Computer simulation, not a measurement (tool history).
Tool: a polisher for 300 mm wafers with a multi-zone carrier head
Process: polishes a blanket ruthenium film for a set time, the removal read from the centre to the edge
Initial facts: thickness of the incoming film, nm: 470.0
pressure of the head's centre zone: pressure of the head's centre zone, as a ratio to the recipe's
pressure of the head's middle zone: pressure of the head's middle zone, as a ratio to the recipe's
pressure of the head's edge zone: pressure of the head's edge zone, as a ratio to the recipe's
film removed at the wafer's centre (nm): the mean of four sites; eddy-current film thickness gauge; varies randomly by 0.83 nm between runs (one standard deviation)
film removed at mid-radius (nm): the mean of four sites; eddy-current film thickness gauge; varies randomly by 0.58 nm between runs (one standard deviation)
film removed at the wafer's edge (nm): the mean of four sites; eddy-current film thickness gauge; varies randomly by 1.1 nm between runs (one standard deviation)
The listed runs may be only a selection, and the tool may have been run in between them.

run	hour	flow of slurry (ml/min)	pressure of the head's centre zone	pressure of the head's middle zone	pressure of the head's edge zone	polishing time (s)	film removed at the wafer's centre (nm)	film removed at mid-radius (nm)	film removed at the wafer's edge (nm)
1	0.0	145	1.00	1.00	1.00	84	124.510	125.160	125.860
2	8.6	145	1.00	0.99	0.96	75	110.190	111.300	113.400
3	12.6	170	1.00	0.99	0.96	75	111.460	112.110	116.060
4	14.0	170	1.00	0.99	1.03	75	112.690	114.620	119.330
5	16.7	155	1.00	0.99	1.03	75	111.000	111.900	116.050
6	19.7	140	1.02	1.01	1.00	69	102.480	104.170	105.670
7	26.6	130	1.04	1.02	0.97	64	93.415	95.907	93.083
8	27.4	120	1.05	1.02	0.95	62	91.350	90.985	87.507
9	30.4	115	1.05	1.02	0.93	61	88.941	88.588	88.697
10	38.6	110	1.06	1.03	0.92	59	85.282	86.163	81.842
11	42.9	105	1.06	1.03	0.91	59	83.397	84.140	80.350

Predict the results of run 12:
12	44.8	100	1.06	1.03	0.91	59	?	?	?

{"run 12": {"film removed at the wafer's centre (nm)": 83.539, "film removed at mid-radius (nm)": 83.221, "film removed at the wafer's edge (nm)": 79.924}}
